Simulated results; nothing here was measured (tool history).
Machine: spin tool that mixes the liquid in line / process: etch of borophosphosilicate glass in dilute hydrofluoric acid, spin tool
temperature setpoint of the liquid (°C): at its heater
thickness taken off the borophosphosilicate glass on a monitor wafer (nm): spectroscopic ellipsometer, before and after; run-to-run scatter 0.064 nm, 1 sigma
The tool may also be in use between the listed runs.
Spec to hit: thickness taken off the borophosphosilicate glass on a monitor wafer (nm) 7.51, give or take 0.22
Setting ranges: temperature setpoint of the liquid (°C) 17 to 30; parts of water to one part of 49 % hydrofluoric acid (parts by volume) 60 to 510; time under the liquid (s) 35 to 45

run,hour,temperature setpoint of the liquid (°C),parts of water to one part of 49 % hydrofluoric acid (parts by volume),time under the liquid (s),thickness taken off the borophosphosilicate glass on a monitor wafer (nm)
1,0,22,285,45,3.9893
2,8.8,20.5,285,45,3.7515
3,11.2,20.5,210,45,5.5461
4,15.4,23.5,210,45,6.2426
5,19.5,24.5,210,45,6.347
6,23.6,24.5,210,35,4.9287
7,30.8,25.5,190,35,5.7603
8,38.2,26.5,180,35,6.4438
9,40.6,27.5,175,35,6.9863
10,47.3,28,175,35,7.1302
11,54,28.5,175,35,7.2223

Consider the 4 candidate settings below. Which is the only one whose results all fall within their allowed miss of target?
A,60.7,28.5,160,35,?
B,60.7,29,195,45,?
C,60.7,26,170,35,?
D,60.7,26.5,195,45,?

move,thickness taken off the borophosphosilicate glass on a monitor wafer (nm)
A,7.9833
B,8.1899
C,6.786
D,7.5105
A: moves the result that the last run missed by most past its target, out the other side
B: moves the result that the last run missed by most past its target, out the other side
C: the biggest miss grows against the last run
D: every result lands within tolerance
So the answer is move D, the one that meets all the targets.

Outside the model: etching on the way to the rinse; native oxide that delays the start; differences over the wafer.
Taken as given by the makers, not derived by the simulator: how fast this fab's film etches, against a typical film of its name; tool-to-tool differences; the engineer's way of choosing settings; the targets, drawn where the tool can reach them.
